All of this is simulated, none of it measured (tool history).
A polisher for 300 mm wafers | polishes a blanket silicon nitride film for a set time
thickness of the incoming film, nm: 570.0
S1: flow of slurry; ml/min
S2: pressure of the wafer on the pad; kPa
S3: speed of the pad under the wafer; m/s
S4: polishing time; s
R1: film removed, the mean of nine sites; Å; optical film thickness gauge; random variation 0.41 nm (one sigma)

Run 1, hour 0: S1 225 ml/min, S2 20.7 kPa, S3 1.06 m/s, S4 45 s. Result: R1 792.66 Å.
Run 2, hour 8: S1 220 ml/min, S2 20 kPa, S3 1.06 m/s, S4 45 s. Result: R1 783.44 Å.
Run 3, hour 16.6: S1 220 ml/min, S2 20 kPa, S3 1.06 m/s, S4 40 s. Result: R1 679.71 Å.
Run 4, hour 21: S1 165 ml/min, S2 20 kPa, S3 1.06 m/s, S4 40 s. Result: R1 661.19 Å.
Run 5, hour 26.1: S1 165 ml/min, S2 20 kPa, S3 1.16 m/s, S4 40 s. Result: R1 705.84 Å.
Run 6, hour 34.9: S1 220 ml/min, S2 20 kPa, S3 1.16 m/s, S4 40 s. Result: R1 734.33 Å.
Run 7, hour 43.4: S1 215 ml/min, S2 20 kPa, S3 1.16 m/s, S4 40 s. Result: R1 730.04 Å.
Run 8, hour 47.1: S1 210 ml/min, S2 20 kPa, S3 1.16 m/s, S4 40 s. Result: R1 740.79 Å.

The next listed run, before its measurement:
Run 9, hour 49.9: S1 205 ml/min, S2 20 kPa, S3 1.16 m/s, S4 40 s. Result: R1 ?.

R1: 741.3 Å

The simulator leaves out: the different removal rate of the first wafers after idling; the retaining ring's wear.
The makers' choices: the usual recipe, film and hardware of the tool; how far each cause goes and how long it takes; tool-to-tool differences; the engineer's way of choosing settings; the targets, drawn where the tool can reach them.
